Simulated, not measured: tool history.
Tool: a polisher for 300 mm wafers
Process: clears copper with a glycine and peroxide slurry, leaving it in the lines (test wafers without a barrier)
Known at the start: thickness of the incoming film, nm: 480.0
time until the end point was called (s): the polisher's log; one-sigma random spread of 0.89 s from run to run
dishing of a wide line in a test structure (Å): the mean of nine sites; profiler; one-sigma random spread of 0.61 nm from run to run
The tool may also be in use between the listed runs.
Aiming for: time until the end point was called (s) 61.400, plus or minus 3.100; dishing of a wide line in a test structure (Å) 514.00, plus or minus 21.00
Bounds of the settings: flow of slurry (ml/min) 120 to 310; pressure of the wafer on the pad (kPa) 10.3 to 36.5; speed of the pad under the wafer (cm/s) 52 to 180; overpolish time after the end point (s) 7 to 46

| run | hour | flow of slurry (ml/min) | pressure of the wafer on the pad (kPa) | speed of the pad under the wafer (cm/s) | overpolish time after the end point (s) | time until the end point was called (s) | dishing of a wide line in a test structure (Å) |
|---|---|---|---|---|---|---|---|
| 1 | 0.0 | 200 | 23.4 | 116 | 24 | 64.662 | 873.31 |
| 2 | 7.4 | 235 | 23.4 | 116 | 24 | 64.893 | 887.23 |
| 3 | 8.2 | 235 | 23.4 | 106 | 24 | 68.493 | 844.63 |
| 4 | 13.9 | 235 | 23.4 | 120 | 24 | 63.726 | 911.04 |
| 5 | 18.0 | 235 | 23.4 | 104 | 24 | 69.058 | 856.74 |
| 6 | 21.3 | 210 | 23.4 | 110 | 21 | 66.397 | 777.96 |
| 7 | 25.2 | 205 | 23.4 | 110 | 18 | 67.034 | 712.09 |
| 8 | 27.0 | 190 | 24.1 | 110 | 16 | 66.656 | 656.62 |
| 9 | 33.3 | 155 | 26.9 | 116 | 7 | 61.529 | 350.35 |
| 10 | 38.7 | 180 | 26.2 | 116 | 7 | 61.255 | 346.39 |
| 11 | 39.6 | 180 | 25.5 | 118 | 8 | 61.091 | 386.78 |
| 12 | 42.3 | 180 | 24.8 | 122 | 9 | 60.563 | 438.90 |
| 13 | 43.0 | 180 | 24.1 | 124 | 9 | 63.262 | 429.74 |
| 14 | 43.8 | 180 | 23.4 | 128 | 9 | 64.235 | 437.48 |

Pick the move, out of 5, that brings all results within their allowed miss; only one does.
| A | 44.6 | 195 | 20.7 | 118 | 13 | ? | ? |
| B | 44.6 | 205 | 23.4 | 118 | 13 | ? | ? |
| C | 44.6 | 165 | 22.1 | 144 | 11 | ? | ? |
| D | 44.6 | 195 | 24.1 | 116 | 13 | ? | ? |
| E | 44.6 | 150 | 30.3 | 100 | 8 | ? | ? |

| move | time until the end point was called (s) | dishing of a wide line in a test structure (Å) |
|---|---|---|
| A | 71.634 | 515.98 |
| B | 64.985 | 561.27 |
| C | 61.701 | 508.69 |
| D | 64.742 | 563.90 |
| E | 62.277 | 391.85 |
A: corrects the largest miss of the last run, while another result sits out of spec
B: moves the result that the last run missed by most past its target, out the other side
C: hits every target within its allowed miss
D: moves the result that the last run missed by most past its target, out the other side
E: its largest miss is bigger than the last run's
Go with C: it meets all targets.
